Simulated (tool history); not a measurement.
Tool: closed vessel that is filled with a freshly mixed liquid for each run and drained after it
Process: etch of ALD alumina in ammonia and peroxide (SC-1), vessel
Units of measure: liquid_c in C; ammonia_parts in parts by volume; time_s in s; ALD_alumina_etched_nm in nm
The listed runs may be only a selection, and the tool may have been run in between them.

run	hour	liquid_c	ammonia_parts	time_s	ALD_alumina_etched_nm
1	0.0	52.0	0.75	255	20.667
2	7.9	52.0	1.00	255	21.274
3	9.5	52.0	1.00	255	21.155
4	15.3	52.0	1.00	200	16.638
5	22.7	54.0	1.00	200	18.462
6	25.8	54.0	0.80	200	18.015
7	33.9	56.5	0.85	210	21.916
8	38.9	58.0	0.85	210	23.608
9	40.4	59.0	0.85	210	24.799
10	42.9	60.0	0.85	210	25.783

Run 11, settings as shown, results not yet in. Your forecast:
11	50.9	66.0	0.85	210	?

Run 11 gave ALD_alumina_etched_nm 35.105 nm.
